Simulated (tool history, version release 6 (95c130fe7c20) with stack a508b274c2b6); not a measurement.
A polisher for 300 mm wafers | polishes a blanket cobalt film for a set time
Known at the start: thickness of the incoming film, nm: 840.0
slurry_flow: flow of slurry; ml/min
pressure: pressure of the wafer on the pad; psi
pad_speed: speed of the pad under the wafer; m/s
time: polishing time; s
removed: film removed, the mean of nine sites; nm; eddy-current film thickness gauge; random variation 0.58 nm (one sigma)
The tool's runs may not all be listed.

run,day,slurry_flow,pressure,pad_speed,time,removed
1,0.000,145,1.9,1.02,36,138.680
2,0.212,135,1.6,1.00,36,116.690
3,0.579,130,1.4,0.96,36,102.190
4,0.725,130,1.7,0.96,36,119.440
5,1.008,130,1.7,0.80,36,102.940
6,1.229,130,1.5,0.80,36,93.106

Run 7 comes next. What will it give?
7,1.279,130,1.4,0.80,36,?

Run 7 gave removed 87.643 nm.
